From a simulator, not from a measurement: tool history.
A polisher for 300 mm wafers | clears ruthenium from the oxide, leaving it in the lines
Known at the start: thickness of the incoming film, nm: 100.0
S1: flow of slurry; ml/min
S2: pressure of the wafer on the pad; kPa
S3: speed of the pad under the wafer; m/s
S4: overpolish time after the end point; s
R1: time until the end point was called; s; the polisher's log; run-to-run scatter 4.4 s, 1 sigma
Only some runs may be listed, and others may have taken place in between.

Run 1, hour 0: S1 160 ml/min, S2 15.2 kPa, S3 0.8 m/s, S4 29 s. Result: R1 112.7 s.
Run 2, hour 8.5: S1 160 ml/min, S2 15.2 kPa, S3 0.8 m/s, S4 31 s. Result: R1 108.63 s.
Run 3, hour 11.6: S1 160 ml/min, S2 15.2 kPa, S3 0.8 m/s, S4 31 s. Result: R1 115.57 s.
Run 4, hour 20.6: S1 125 ml/min, S2 15.2 kPa, S3 0.8 m/s, S4 31 s. Result: R1 115.24 s.
Run 5, hour 23: S1 125 ml/min, S2 15.2 kPa, S3 0.8 m/s, S4 29 s. Result: R1 114.1 s.
Run 6, hour 24.3: S1 125 ml/min, S2 13.8 kPa, S3 0.78 m/s, S4 29 s. Result: R1 129.9 s.
At hour 26.7: worn pad replaced by a new one.
Run 7, hour 26.7: S1 125 ml/min, S2 12.4 kPa, S3 0.76 m/s, S4 29 s. Result: R1 137.51 s.
Run 8, hour 30: S1 125 ml/min, S2 11.7 kPa, S3 0.72 m/s, S4 29 s. Result: R1 150.3 s.
Run 9, hour 34.9: S1 125 ml/min, S2 11 kPa, S3 0.7 m/s, S4 29 s. Result: R1 159.76 s.

The next listed run, before its measurement:
Run 10, hour 40.7: S1 125 ml/min, S2 10.3 kPa, S3 0.68 m/s, S4 29 s. Result: R1 ?.

{"run 10": {"R1": 181.4}}
